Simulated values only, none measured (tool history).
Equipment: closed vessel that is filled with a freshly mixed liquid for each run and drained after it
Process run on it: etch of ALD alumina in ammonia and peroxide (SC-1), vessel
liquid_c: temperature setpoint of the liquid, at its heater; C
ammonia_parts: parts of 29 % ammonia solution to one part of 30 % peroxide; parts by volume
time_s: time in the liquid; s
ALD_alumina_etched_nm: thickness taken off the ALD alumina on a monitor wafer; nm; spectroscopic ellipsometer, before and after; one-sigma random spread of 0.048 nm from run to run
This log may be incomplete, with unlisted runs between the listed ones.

| run | hour | liquid_c | ammonia_parts | time_s | ALD_alumina_etched_nm |
|---|---|---|---|---|---|
| 1 | 0 | 52 | 0.4 | 140 | 7.3256 |
| 2 | 3.6 | 50.5 | 0.4 | 140 | 6.8039 |
| 3 | 9.7 | 50.5 | 0.4 | 140 | 6.9112 |
| 4 | 11.5 | 50.5 | 0.4 | 140 | 6.7632 |
| 5 | 16.5 | 50.5 | 0.4 | 90 | 4.3189 |
| 6 | 17.5 | 50.5 | 0.4 | 90 | 4.3174 |
| 7 | 23.2 | 51 | 0.4 | 90 | 4.4824 |

Run 8 has not been measured yet. What should we expect?
| 8 | 29.1 | 51.5 | 0.4 | 90 | ? |

Logged for run 8: ALD_alumina_etched_nm 4.6291 nm.

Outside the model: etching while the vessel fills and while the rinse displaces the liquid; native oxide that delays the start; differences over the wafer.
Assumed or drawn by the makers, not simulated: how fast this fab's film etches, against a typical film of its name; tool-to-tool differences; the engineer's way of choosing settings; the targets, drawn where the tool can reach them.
